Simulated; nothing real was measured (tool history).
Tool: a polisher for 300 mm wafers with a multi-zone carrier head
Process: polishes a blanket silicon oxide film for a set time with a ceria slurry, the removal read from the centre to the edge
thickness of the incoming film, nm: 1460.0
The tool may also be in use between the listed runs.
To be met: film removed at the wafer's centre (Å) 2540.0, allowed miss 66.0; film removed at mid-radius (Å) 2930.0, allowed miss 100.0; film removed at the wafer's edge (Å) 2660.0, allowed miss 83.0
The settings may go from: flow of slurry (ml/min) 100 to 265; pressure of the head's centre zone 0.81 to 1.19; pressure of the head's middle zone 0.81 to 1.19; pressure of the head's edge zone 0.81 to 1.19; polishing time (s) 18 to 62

| run | hour | flow of slurry (ml/min) | pressure of the head's centre zone | pressure of the head's middle zone | pressure of the head's edge zone | polishing time (s) | film removed at the wafer's centre (Å) | film removed at mid-radius (Å) | film removed at the wafer's edge (Å) |
|---|---|---|---|---|---|---|---|---|---|
| 1 | 0.0 | 170 | 1.00 | 1.00 | 1.00 | 40 | 2093.5 | 2048.7 | 2061.4 |
| 2 | 8.7 | 170 | 1.00 | 0.95 | 1.00 | 40 | 2083.4 | 1982.5 | 2091.5 |
| 3 | 14.5 | 170 | 0.95 | 0.95 | 1.00 | 40 | 1983.2 | 1996.8 | 2060.8 |
| 4 | 21.5 | 180 | 0.95 | 0.98 | 1.02 | 41 | 2055.5 | 2139.1 | 2153.6 |
| 5 | 25.4 | 180 | 0.95 | 0.98 | 1.08 | 41 | 2085.9 | 2126.5 | 2195.7 |
| 6 | 28.6 | 205 | 0.95 | 0.98 | 1.08 | 41 | 2063.7 | 2124.8 | 2265.1 |
| 7 | 29.9 | 205 | 0.95 | 1.01 | 1.08 | 42 | 2115.3 | 2298.0 | 2250.8 |
| 8 | 31.4 | 210 | 0.95 | 1.02 | 1.09 | 43 | 2183.7 | 2294.8 | 2376.7 |

Which of these 4 next moves meets every target?
| A | 32.9 | 185 | 0.88 | 1.02 | 1.03 | 55 | ? | ? | ? |
| B | 32.9 | 185 | 0.94 | 0.98 | 1.12 | 40 | ? | ? | ? |
| C | 32.9 | 200 | 0.96 | 1.16 | 1.05 | 49 | ? | ? | ? |
| D | 32.9 | 125 | 0.95 | 1.19 | 0.97 | 51 | ? | ? | ? |

| move | film removed at the wafer's centre (Å) | film removed at mid-radius (Å) | film removed at the wafer's edge (Å) |
|---|---|---|---|
| A | 2557.3 | 2949.8 | 2927.3 |
| B | 1987.3 | 2081.4 | 2216.7 |
| C | 2516.4 | 2924.6 | 2646.0 |
| D | 2410.3 | 2910.5 | 2532.4 |
A: brings the result that was furthest off to its target, and leaves another outside
B: further off than the last run
C: meets every target
D: brings the result that was furthest off to its target, and leaves another outside
The right move is C.

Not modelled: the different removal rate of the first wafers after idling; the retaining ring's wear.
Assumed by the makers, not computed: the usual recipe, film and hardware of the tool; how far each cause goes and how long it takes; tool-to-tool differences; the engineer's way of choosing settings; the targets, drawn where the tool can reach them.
